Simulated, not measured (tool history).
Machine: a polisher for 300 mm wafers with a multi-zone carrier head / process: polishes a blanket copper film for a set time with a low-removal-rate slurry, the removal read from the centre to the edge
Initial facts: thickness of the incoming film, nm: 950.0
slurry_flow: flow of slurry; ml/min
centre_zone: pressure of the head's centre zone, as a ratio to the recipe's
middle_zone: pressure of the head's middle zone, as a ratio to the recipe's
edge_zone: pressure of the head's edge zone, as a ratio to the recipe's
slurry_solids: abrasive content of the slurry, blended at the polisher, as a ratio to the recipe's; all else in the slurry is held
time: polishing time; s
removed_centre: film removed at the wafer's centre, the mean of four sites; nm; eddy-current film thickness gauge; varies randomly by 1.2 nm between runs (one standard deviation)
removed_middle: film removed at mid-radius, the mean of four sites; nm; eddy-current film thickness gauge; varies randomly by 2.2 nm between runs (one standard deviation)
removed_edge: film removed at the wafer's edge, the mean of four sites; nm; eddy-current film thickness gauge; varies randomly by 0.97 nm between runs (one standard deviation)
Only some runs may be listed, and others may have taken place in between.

run 1 hour=0 | slurry_flow=215 centre_zone=1 middle_zone=1 edge_zone=1 slurry_solids=1 time=44 | removed_centre=104.7 removed_middle=108.26 removed_edge=106.67
run 2 hour=0.8 | slurry_flow=225 centre_zone=1 middle_zone=1.03 edge_zone=1.05 slurry_solids=1.15 time=45 | removed_centre=111.56 removed_middle=118.23 removed_edge=115.74
run 3 hour=3.7 | slurry_flow=225 centre_zone=1 middle_zone=0.96 edge_zone=1.05 slurry_solids=1.15 time=45 | removed_centre=113.14 removed_middle=109.01 removed_edge=115.8
run 4 hour=5.5 | slurry_flow=225 centre_zone=1 middle_zone=0.96 edge_zone=1.05 slurry_solids=1 time=45 | removed_centre=108.36 removed_middle=107 removed_edge=111.19
run 5 hour=12.4 | slurry_flow=230 centre_zone=0.99 middle_zone=1 edge_zone=1.08 slurry_solids=1.15 time=46 | removed_centre=113.8 removed_middle=118.07 removed_edge=119.42
run 6 hour=16.5 | slurry_flow=235 centre_zone=0.98 middle_zone=1.02 edge_zone=1.1 slurry_solids=1.25 time=47 | removed_centre=118.26 removed_middle=126.76 removed_edge=126.56
run 7 hour=24.6 | slurry_flow=245 centre_zone=0.98 middle_zone=1.04 edge_zone=1.12 slurry_solids=1.35 time=47 | removed_centre=121.03 removed_middle=126.96 removed_edge=130.12

Predict the results of run 8:
run 8 hour=27 | slurry_flow=255 centre_zone=0.95 middle_zone=1.14 edge_zone=1.13 slurry_solids=1.5 time=51 | removed_centre=? removed_middle=? removed_edge=?

removed_centre: 128.72 nm
removed_middle: 157.97 nm
removed_edge: 143.17 nm
